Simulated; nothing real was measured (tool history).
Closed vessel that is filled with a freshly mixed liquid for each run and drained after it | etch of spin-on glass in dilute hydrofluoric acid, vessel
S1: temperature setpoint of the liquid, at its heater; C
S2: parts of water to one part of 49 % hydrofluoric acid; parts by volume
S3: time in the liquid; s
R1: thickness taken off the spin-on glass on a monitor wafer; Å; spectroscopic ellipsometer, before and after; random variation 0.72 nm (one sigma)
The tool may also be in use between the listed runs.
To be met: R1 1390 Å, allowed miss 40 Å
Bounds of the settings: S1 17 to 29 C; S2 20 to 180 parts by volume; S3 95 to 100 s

{"run": 1, "hour": 0.0, "S1": 21, "S2": 100, "S3": 95, "R1": 380.77}
{"run": 2, "hour": 2.1, "S1": 23, "S2": 80, "S3": 95, "R1": 526.2}
{"run": 3, "hour": 9.5, "S1": 24.5, "S2": 65, "S3": 95, "R1": 704.25}
{"run": 4, "hour": 15.6, "S1": 24.5, "S2": 65, "S3": 100, "R1": 733.63}
{"run": 5, "hour": 19.5, "S1": 24.5, "S2": 65, "S3": 95, "R1": 701.39}
{"run": 6, "hour": 24.8, "S1": 25.5, "S2": 55, "S3": 95, "R1": 874.78}
{"run": 7, "hour": 26.8, "S1": 26.5, "S2": 50, "S3": 95, "R1": 1012.6}
{"run": 8, "hour": 30.9, "S1": 27, "S2": 45, "S3": 95, "R1": 1151}
{"run": 9, "hour": 37.5, "S1": 29, "S2": 35, "S3": 95, "R1": 1628.4}
{"run": 10, "hour": 38.3, "S1": 27, "S2": 35, "S3": 95, "R1": 1497.2}
{"run": 11, "hour": 45.4, "S1": 26.5, "S2": 35, "S3": 95, "R1": 1482.9}
{"run": 12, "hour": 52.7, "S1": 26, "S2": 35, "S3": 95, "R1": 1454.6}

5 next moves are on the table. One of them brings every result within its allowed miss. Which?
{"run": "A", "hour": 60.0, "S1": 27, "S2": 35, "S3": 95, "R1": "?"}
{"run": "B", "hour": 60.0, "S1": 25, "S2": 35, "S3": 95, "R1": "?"}
{"run": "C", "hour": 60.0, "S1": 26, "S2": 35, "S3": 100, "R1": "?"}
{"run": "D", "hour": 60.0, "S1": 25.5, "S2": 35, "S3": 100, "R1": "?"}
{"run": "E", "hour": 60.0, "S1": 27, "S2": 35, "S3": 100, "R1": "?"}

move=A R1=1492.5
move=B R1=1374.9
move=C R1=1508.2
move=D R1=1477.5
move=E R1=1571.1
A: further off than the last run
B: meets every target
C: further off than the last run
D: further off than the last run
E: further off than the last run
Move B is the one to make.
